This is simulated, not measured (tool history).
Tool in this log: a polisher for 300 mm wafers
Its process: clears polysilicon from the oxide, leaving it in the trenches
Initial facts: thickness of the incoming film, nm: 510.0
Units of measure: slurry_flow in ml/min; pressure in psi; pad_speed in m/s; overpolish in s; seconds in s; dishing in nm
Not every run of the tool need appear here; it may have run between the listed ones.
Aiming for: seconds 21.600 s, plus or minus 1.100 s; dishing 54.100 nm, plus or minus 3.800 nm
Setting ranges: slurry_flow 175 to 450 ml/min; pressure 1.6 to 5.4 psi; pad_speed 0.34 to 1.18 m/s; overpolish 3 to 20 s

| run | hour | slurry_flow | pressure | pad_speed | overpolish | seconds | dishing |
|---|---|---|---|---|---|---|---|
| 1 | 0.0 | 290 | 3.5 | 0.76 | 10 | 37.452 | 48.903 |
| 2 | 0.8 | 290 | 3.0 | 0.76 | 10 | 42.936 | 45.999 |
| 3 | 7.9 | 290 | 3.5 | 0.78 | 9 | 36.071 | 47.414 |
| 4 | 16.8 | 290 | 3.9 | 0.78 | 9 | 33.429 | 51.306 |
| 5 | 23.7 | 290 | 3.9 | 0.78 | 7 | 31.973 | 45.894 |
| 6 | 30.6 | 315 | 3.9 | 0.78 | 7 | 31.366 | 46.550 |
| 7 | 35.4 | 320 | 4.2 | 0.78 | 7 | 29.981 | 47.064 |
| 8 | 41.4 | 320 | 4.5 | 0.80 | 7 | 27.416 | 48.549 |

Exercise: of the 4 proposed moves below, exactly one satisfies all targets within the stated allowed misses. Which move is it?
| A | 47.4 | 305 | 4.6 | 1.00 | 9 | ? | ? |
| B | 47.4 | 310 | 4.0 | 0.62 | 15 | ? | ? |
| C | 47.4 | 250 | 5.3 | 0.90 | 4 | ? | ? |
| D | 47.4 | 335 | 4.9 | 0.92 | 5 | ? | ? |

| move | seconds | dishing |
|---|---|---|
| A | 21.597 | 51.616 |
| B | 39.306 | 51.164 |
| C | 21.291 | 43.211 |
| D | 21.837 | 46.201 |
A: every result lands within tolerance
B: lands further from the targets than the last run did
C: brings the result that was furthest off to its target, and leaves another outside
D: brings the result that was furthest off to its target, and leaves another outside
A is the move that brings every result within its allowed miss.
